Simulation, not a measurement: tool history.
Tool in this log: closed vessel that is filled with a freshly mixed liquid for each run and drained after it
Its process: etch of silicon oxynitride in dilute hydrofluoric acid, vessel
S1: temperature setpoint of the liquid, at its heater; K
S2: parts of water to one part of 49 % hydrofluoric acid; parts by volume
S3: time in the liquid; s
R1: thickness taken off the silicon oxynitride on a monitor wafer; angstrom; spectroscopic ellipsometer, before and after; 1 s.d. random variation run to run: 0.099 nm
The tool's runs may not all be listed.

{"run": 1, "hour": 0.0, "S1": 295.15, "S2": 135, "S3": 1525, "R1": 314.14}
{"run": 2, "hour": 1.2, "S1": 295.15, "S2": 135, "S3": 1525, "R1": 314.1}
{"run": 3, "hour": 3.1, "S1": 293.65, "S2": 135, "S3": 1525, "R1": 291.33}
{"run": 4, "hour": 6.8, "S1": 292.65, "S2": 150, "S3": 1525, "R1": 248.42}
{"run": 5, "hour": 8.4, "S1": 290.15, "S2": 150, "S3": 1525, "R1": 218.69}
{"run": 6, "hour": 15.0, "S1": 290.15, "S2": 160, "S3": 1525, "R1": 203.12}
{"run": 7, "hour": 19.9, "S1": 290.15, "S2": 165, "S3": 1525, "R1": 197.05}
{"run": 8, "hour": 28.7, "S1": 290.15, "S2": 170, "S3": 1525, "R1": 191.35}
{"run": 9, "hour": 31.4, "S1": 290.15, "S2": 175, "S3": 1525, "R1": 184.33}
{"run": 10, "hour": 37.7, "S1": 290.15, "S2": 175, "S3": 1525, "R1": 185.33}

The next listed run, before its measurement:
{"run": 11, "hour": 41.5, "S1": 290.15, "S2": 180, "S3": 1525, "R1": "?"}

Run 11 produced R1 179.11 angstrom.

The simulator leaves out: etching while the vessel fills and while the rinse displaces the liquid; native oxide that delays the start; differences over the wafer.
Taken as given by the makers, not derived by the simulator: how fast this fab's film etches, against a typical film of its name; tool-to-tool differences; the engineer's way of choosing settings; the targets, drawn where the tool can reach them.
